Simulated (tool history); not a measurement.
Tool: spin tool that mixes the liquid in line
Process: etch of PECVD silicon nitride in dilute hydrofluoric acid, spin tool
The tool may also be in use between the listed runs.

run	hour	temperature setpoint of the liquid (K)	parts of water to one part of 49 % hydrofluoric acid (parts by volume)	time under the liquid (s)	thickness taken off the PECVD silicon nitride on a monitor wafer (nm)
1	0.0	294.15	160	65	0.71067
2	7.3	293.65	170	65	0.63905
3	8.8	291.15	170	65	0.54016
4	10.3	291.15	180	65	0.51722
5	15.6	290.15	180	65	0.46610
6	21.8	290.15	125	65	0.66989
7	23.9	290.15	140	65	0.60673
8	32.7	290.15	155	65	0.54282
9	37.4	290.15	165	65	0.51083
10	41.8	290.15	175	65	0.48277
11	44.4	290.15	180	65	0.46711

Expected results for the next run?
12	47.8	290.15	185	65	?

{"run 12": {"thickness taken off the PECVD silicon nitride on a monitor wafer (nm)": 0.46096}}

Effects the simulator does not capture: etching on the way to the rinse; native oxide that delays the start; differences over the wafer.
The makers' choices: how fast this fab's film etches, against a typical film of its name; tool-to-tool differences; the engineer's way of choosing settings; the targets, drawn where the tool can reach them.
